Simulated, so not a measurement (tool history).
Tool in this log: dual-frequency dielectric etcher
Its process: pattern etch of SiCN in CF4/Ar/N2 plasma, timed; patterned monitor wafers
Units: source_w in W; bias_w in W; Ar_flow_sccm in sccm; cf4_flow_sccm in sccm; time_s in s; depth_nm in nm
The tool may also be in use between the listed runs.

run 1 day=0 | source_w=590 bias_w=79 Ar_flow_sccm=91 cf4_flow_sccm=47 time_s=87.5 | depth_nm=86.313
run 2 day=0.046 | source_w=590 bias_w=79 Ar_flow_sccm=91 cf4_flow_sccm=43 time_s=87.5 | depth_nm=84.966
run 3 day=0.279 | source_w=590 bias_w=79 Ar_flow_sccm=91 cf4_flow_sccm=39 time_s=87.5 | depth_nm=84.05
run 4 day=0.425 | source_w=590 bias_w=72 Ar_flow_sccm=91 cf4_flow_sccm=39 time_s=87.5 | depth_nm=81.551
run 5 day=0.742 | source_w=610 bias_w=72 Ar_flow_sccm=91 cf4_flow_sccm=39 time_s=87.5 | depth_nm=82.691
run 6 day=0.767 | source_w=630 bias_w=72 Ar_flow_sccm=91 cf4_flow_sccm=39 time_s=87.5 | depth_nm=83.968
run 7 day=0.979 | source_w=650 bias_w=72 Ar_flow_sccm=91 cf4_flow_sccm=39 time_s=87.5 | depth_nm=84.868

Run 8 is up next; what results do you expect?
run 8 day=1.271 | source_w=670 bias_w=73 Ar_flow_sccm=91 cf4_flow_sccm=39 time_s=87.5 | depth_nm=?

depth_nm: 86.689 nm
